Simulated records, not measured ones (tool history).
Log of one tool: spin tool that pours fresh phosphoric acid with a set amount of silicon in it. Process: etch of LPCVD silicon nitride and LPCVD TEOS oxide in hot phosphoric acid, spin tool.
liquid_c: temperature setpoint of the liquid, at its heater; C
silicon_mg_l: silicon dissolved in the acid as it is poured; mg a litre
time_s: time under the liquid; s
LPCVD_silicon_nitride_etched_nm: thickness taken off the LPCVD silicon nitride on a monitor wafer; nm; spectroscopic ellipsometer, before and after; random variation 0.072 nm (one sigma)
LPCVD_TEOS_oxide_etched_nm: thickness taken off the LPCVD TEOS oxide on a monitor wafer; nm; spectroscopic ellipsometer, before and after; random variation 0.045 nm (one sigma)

| run | hour | liquid_c | silicon_mg_l | time_s | LPCVD_silicon_nitride_etched_nm | LPCVD_TEOS_oxide_etched_nm |
|---|---|---|---|---|---|---|
| 1 | 0 | 160 | 14 | 180 | 14.8 | 0.71821 |
| 2 | 4 | 160.5 | 14 | 180 | 15.019 | 0.72086 |
| 3 | 6.4 | 161.5 | 14 | 180 | 15.398 | 0.87406 |
| 4 | 8 | 159.5 | 14 | 180 | 14.481 | 0.72994 |
| 5 | 12.2 | 159.5 | 8 | 180 | 14.502 | 0.78649 |
| 6 | 13.6 | 159.5 | 9 | 180 | 14.573 | 0.89173 |

Forecast run 7:
| 7 | 20.7 | 160 | 10 | 180 | ? | ? |

Run 7 gave LPCVD_silicon_nitride_etched_nm 14.618 nm, LPCVD_TEOS_oxide_etched_nm 0.83693 nm.
